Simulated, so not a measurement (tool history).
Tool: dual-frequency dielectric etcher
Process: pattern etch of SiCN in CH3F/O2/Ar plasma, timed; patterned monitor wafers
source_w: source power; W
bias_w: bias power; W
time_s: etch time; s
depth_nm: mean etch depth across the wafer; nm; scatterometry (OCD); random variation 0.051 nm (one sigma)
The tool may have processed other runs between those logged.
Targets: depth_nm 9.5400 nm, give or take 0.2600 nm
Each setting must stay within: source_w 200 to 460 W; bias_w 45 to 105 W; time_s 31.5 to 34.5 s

run	day	source_w	bias_w	time_s	depth_nm
1	0.000	330	75	34.5	11.0430
2	0.304	300	73	34.5	10.7500
3	0.504	290	69	34.0	10.1420
4	0.546	330	69	34.0	10.5330
5	0.812	290	69	34.0	10.1080
# day 0.879: bias power generator calibrated
6	0.879	260	69	34.0	10.0400
7	1.000	250	67	34.0	9.8471
8	1.338	250	66	34.0	9.8943
9	1.442	250	65	34.0	9.9067

Of the 4 settings listed for the next run, only one would bring every result within its allowed miss of target. Which one?
A	1.546	310	66	34.0	?
B	1.546	240	69	34.5	?
C	1.546	300	68	33.5	?
D	1.546	290	62	32.5	?

move	depth_nm
A	10.3680
B	10.1050
C	10.2400
D	9.5670
A: misses by more than the last run did
B: misses by more than the last run did
C: misses by more than the last run did
D: meets every target
D meets every target.
